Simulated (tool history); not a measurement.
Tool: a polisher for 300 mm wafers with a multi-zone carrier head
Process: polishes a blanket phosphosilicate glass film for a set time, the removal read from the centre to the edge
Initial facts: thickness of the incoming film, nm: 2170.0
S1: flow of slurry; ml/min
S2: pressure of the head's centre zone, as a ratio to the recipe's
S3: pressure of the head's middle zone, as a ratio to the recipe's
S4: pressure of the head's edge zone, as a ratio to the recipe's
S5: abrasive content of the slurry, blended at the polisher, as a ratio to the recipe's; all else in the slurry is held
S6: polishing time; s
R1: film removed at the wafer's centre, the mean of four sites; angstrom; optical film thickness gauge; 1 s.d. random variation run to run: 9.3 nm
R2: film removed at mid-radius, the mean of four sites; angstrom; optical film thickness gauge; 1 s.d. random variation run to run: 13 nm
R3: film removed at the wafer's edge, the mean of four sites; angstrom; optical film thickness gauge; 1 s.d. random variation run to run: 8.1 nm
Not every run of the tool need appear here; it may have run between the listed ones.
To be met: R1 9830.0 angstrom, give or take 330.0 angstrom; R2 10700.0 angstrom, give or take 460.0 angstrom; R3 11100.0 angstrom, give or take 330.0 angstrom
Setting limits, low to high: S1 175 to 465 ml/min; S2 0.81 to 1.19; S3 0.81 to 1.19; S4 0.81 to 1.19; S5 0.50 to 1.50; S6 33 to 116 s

Run 1, hour 0.0: S1 295 ml/min, S2 1.00, S3 1.00, S4 1.00, S5 1.00, S6 74 s. Result: R1 7861.2 angstrom, R2 7594.2 angstrom, R3 7794.6 angstrom.
Run 2, hour 2.8: S1 295 ml/min, S2 0.98, S3 1.02, S4 1.05, S5 1.15, S6 75 s. Result: R1 8230.9 angstrom, R2 8323.8 angstrom, R3 8519.2 angstrom.
Run 3, hour 10.4: S1 295 ml/min, S2 0.98, S3 1.02, S4 1.10, S5 1.15, S6 75 s. Result: R1 8166.5 angstrom, R2 8446.5 angstrom, R3 8662.4 angstrom.
Run 4, hour 17.5: S1 295 ml/min, S2 0.97, S3 1.02, S4 1.12, S5 1.25, S6 77 s. Result: R1 8536.8 angstrom, R2 8818.0 angstrom, R3 9105.6 angstrom.
Run 5, hour 25.7: S1 365 ml/min, S2 0.97, S3 1.02, S4 1.12, S5 1.25, S6 77 s. Result: R1 8669.6 angstrom, R2 8875.5 angstrom, R3 9168.2 angstrom.
Run 6, hour 28.1: S1 360 ml/min, S2 0.95, S3 1.02, S4 1.14, S5 1.35, S6 79 s. Result: R1 8967.8 angstrom, R2 9521.5 angstrom, R3 9615.8 angstrom.
Run 7, hour 33.9: S1 355 ml/min, S2 0.94, S3 1.01, S4 1.16, S5 1.40, S6 82 s. Result: R1 9152.9 angstrom, R2 10085.0 angstrom, R3 10404.0 angstrom.
Run 8, hour 37.4: S1 355 ml/min, S2 0.95, S3 1.01, S4 1.16, S5 1.45, S6 83 s. Result: R1 9635.0 angstrom, R2 10205.0 angstrom, R3 10577.0 angstrom.
Run 9, hour 43.5: S1 355 ml/min, S2 0.94, S3 1.01, S4 1.17, S5 1.45, S6 84 s. Result: R1 9526.2 angstrom, R2 10429.0 angstrom, R3 10805.0 angstrom.

Which one of the following 4 next-run settings gets every result inside its allowed miss? There is exactly one.
Run A, hour 49.6: S1 320 ml/min, S2 0.92, S3 1.00, S4 1.12, S5 1.45, S6 89 s. Result: R1 ?, R2 ?, R3 ?.
Run B, hour 49.6: S1 365 ml/min, S2 0.97, S3 1.01, S4 1.19, S5 1.15, S6 88 s. Result: R1 ?, R2 ?, R3 ?.
Run C, hour 49.6: S1 410 ml/min, S2 0.87, S3 1.03, S4 1.16, S5 1.50, S6 82 s. Result: R1 ?, R2 ?, R3 ?.
Run D, hour 49.6: S1 360 ml/min, S2 0.93, S3 1.09, S4 1.12, S5 1.50, S6 82 s. Result: R1 ?, R2 ?, R3 ?.

move      R1       R2       R3
   A  9998.1  10832.0  11114.0
   B  9705.3  10021.0  10410.0
   C  8942.7  10434.0  10586.0
   D  9492.0  10745.0  10399.0
A: all results land within tolerance of their targets
B: brings the last run's worst result on target, with another outside its allowed miss
C: lands further from the targets than the last run did
D: lands further from the targets than the last run did
Answer: A
